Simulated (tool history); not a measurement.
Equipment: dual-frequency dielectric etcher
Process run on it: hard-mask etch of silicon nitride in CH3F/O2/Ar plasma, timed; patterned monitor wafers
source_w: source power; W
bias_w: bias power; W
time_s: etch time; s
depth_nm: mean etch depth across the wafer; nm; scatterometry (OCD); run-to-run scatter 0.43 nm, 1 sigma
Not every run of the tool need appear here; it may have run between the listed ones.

Run 1, hour 0.0: source_w 540 W, bias_w 78 W, time_s 161.5 s. Result: depth_nm 125.52 nm.
Run 2, hour 5.6: source_w 490 W, bias_w 78 W, time_s 161.5 s. Result: depth_nm 118.82 nm.
Run 3, hour 12.2: source_w 490 W, bias_w 90 W, time_s 161.5 s. Result: depth_nm 127.38 nm.
Run 4, hour 19.0: source_w 490 W, bias_w 85 W, time_s 161.5 s. Result: depth_nm 124.78 nm.
Run 5, hour 25.2: source_w 450 W, bias_w 82 W, time_s 160.5 s. Result: depth_nm 115.44 nm.
Run 6, hour 27.7: source_w 450 W, bias_w 82 W, time_s 161.5 s. Result: depth_nm 116.92 nm.

Estimate the outcome of run 7 from the log above:
Run 7, hour 36.1: source_w 420 W, bias_w 81 W, time_s 161.5 s. Result: depth_nm ?.

depth_nm: 112.52 nm
